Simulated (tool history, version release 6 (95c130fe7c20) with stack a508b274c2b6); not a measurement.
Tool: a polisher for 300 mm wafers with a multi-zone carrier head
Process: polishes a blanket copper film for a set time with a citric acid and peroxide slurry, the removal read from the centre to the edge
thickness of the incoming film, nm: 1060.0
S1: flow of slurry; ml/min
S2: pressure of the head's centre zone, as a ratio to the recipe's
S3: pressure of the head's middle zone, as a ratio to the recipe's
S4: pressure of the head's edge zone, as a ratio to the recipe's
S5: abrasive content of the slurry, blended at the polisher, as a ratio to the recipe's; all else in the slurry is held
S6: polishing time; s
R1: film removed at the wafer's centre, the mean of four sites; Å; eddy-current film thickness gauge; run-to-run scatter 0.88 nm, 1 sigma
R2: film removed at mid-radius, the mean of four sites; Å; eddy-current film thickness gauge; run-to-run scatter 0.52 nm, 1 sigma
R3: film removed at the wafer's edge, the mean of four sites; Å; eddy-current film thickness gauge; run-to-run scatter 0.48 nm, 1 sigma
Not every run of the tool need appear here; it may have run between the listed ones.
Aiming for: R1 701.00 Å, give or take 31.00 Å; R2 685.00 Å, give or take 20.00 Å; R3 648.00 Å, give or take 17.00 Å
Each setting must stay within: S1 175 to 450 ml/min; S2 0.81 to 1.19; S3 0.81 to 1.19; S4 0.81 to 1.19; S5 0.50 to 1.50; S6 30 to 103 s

run 1 day=0.000 | S1=290 S2=1.00 S3=1.00 S4=1.00 S5=1.00 S6=66 | R1=1063.00 R2=1013.40 R3=1023.10
run 2 day=0.250 | S1=290 S2=1.00 S3=1.00 S4=1.00 S5=0.90 S6=66 | R1=1027.70 R2=992.95 R3=1017.20
run 3 day=0.392 | S1=290 S2=1.00 S3=1.00 S4=0.92 S5=0.90 S6=66 | R1=1021.00 R2=979.36 R3=987.48
run 4 day=0.733 | S1=295 S2=1.02 S3=1.03 S4=0.90 S5=0.80 S6=58 | R1=910.35 R2=850.20 R3=817.72
run 5 day=0.900 | S1=295 S2=1.02 S3=1.03 S4=0.90 S5=0.80 S6=69 | R1=1050.40 R2=1029.00 R3=984.04
run 6 day=1.004 | S1=295 S2=1.01 S3=1.03 S4=0.88 S5=0.70 S6=62 | R1=929.29 R2=891.45 R3=842.27
run 7 day=1.175 | S1=290 S2=0.99 S3=1.02 S4=0.87 S5=0.65 S6=58 | R1=828.02 R2=810.63 R3=768.38
run 8 day=1.362 | S1=285 S2=0.98 S3=1.01 S4=0.85 S5=0.60 S6=56 | R1=754.12 R2=756.65 R3=717.44
run 9 day=1.492 | S1=275 S2=0.99 S3=1.00 S4=0.84 S5=0.55 S6=55 | R1=751.32 R2=708.44 R3=678.22
run 10 day=1.829 | S1=260 S2=0.98 S3=1.00 S4=0.83 S5=0.55 S6=55 | R1=745.35 R2=720.20 R3=673.58
run 11 day=2.167 | S1=250 S2=0.97 S3=0.99 S4=0.82 S5=0.55 S6=55 | R1=720.87 R2=700.22 R3=666.25
run 12 day=2.292 | S1=240 S2=0.97 S3=0.99 S4=0.82 S5=0.55 S6=55 | R1=708.94 R2=701.56 R3=672.09

Pick the move, out of 4, that brings all results within their allowed miss; only one does.
run A day=2.417 | S1=235 S2=1.01 S3=1.04 S4=0.88 S5=0.65 S6=50 | R1=? R2=? R3=?
run B day=2.417 | S1=240 S2=0.96 S3=1.03 S4=0.89 S5=0.55 S6=55 | R1=? R2=? R3=?
run C day=2.417 | S1=210 S2=1.00 S3=1.02 S4=0.81 S5=0.50 S6=59 | R1=? R2=? R3=?
run D day=2.417 | S1=240 S2=0.94 S3=1.03 S4=0.81 S5=0.50 S6=57 | R1=? R2=? R3=?

move=A R1=704.70 R2=691.11 R3=647.84
move=B R1=707.18 R2=723.98 R3=687.20
move=C R1=753.35 R2=735.78 R3=678.79
move=D R1=699.39 R2=731.52 R3=665.63
A: all results land within tolerance of their targets
B: lands further from the targets than the last run did
C: lands further from the targets than the last run did
D: lands further from the targets than the last run did
Answer: A
